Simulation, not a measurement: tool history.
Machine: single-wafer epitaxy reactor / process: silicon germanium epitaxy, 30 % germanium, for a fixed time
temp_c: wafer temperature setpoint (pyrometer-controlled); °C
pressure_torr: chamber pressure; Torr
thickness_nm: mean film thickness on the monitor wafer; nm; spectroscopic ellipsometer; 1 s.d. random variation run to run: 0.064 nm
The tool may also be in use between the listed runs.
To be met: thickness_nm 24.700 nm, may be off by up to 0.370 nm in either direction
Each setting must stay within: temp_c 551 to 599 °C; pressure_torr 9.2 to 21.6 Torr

Run 1, hour 0.0: temp_c 575 °C, pressure_torr 15.4 Torr. Result: thickness_nm 32.014 nm.
Run 2, hour 5.1: temp_c 572 °C, pressure_torr 15.4 Torr. Result: thickness_nm 30.402 nm.
Run 3, hour 8.4: temp_c 569 °C, pressure_torr 15.4 Torr. Result: thickness_nm 28.909 nm.
Run 4, hour 12.6: temp_c 569 °C, pressure_torr 16.7 Torr. Result: thickness_nm 29.810 nm.
Run 5, hour 17.1: temp_c 569 °C, pressure_torr 18.8 Torr. Result: thickness_nm 31.016 nm.
Run 6, hour 24.8: temp_c 564 °C, pressure_torr 18.8 Torr. Result: thickness_nm 28.439 nm.
Run 7, hour 28.6: temp_c 562 °C, pressure_torr 18.8 Torr. Result: thickness_nm 27.430 nm.
Run 8, hour 35.5: temp_c 562 °C, pressure_torr 18.8 Torr. Result: thickness_nm 27.479 nm.
Run 9, hour 38.0: temp_c 561 °C, pressure_torr 18.8 Torr. Result: thickness_nm 27.044 nm.
Run 10, hour 40.0: temp_c 560 °C, pressure_torr 18.8 Torr. Result: thickness_nm 26.342 nm.
Run 11, hour 41.6: temp_c 559 °C, pressure_torr 18.8 Torr. Result: thickness_nm 25.957 nm.
Run 12, hour 45.4: temp_c 558 °C, pressure_torr 18.8 Torr. Result: thickness_nm 25.472 nm.

4 next moves are on the table. One of them brings every result within its allowed miss. Which?
Run A, hour 49.2: temp_c 555 °C, pressure_torr 17.9 Torr. Result: thickness_nm ?.
Run B, hour 49.2: temp_c 555 °C, pressure_torr 18.1 Torr. Result: thickness_nm ?.
Run C, hour 49.2: temp_c 552 °C, pressure_torr 21.6 Torr. Result: thickness_nm ?.
Run D, hour 49.2: temp_c 555 °C, pressure_torr 20.2 Torr. Result: thickness_nm ?.

move  thickness_nm
   A        23.802
   B        23.894
   C        24.102
   D        24.830
A: pushes the last run's worst result past its target
B: pushes the last run's worst result past its target
C: pushes the last run's worst result past its target
D: all results in spec
D is the move that brings every result within its allowed miss.
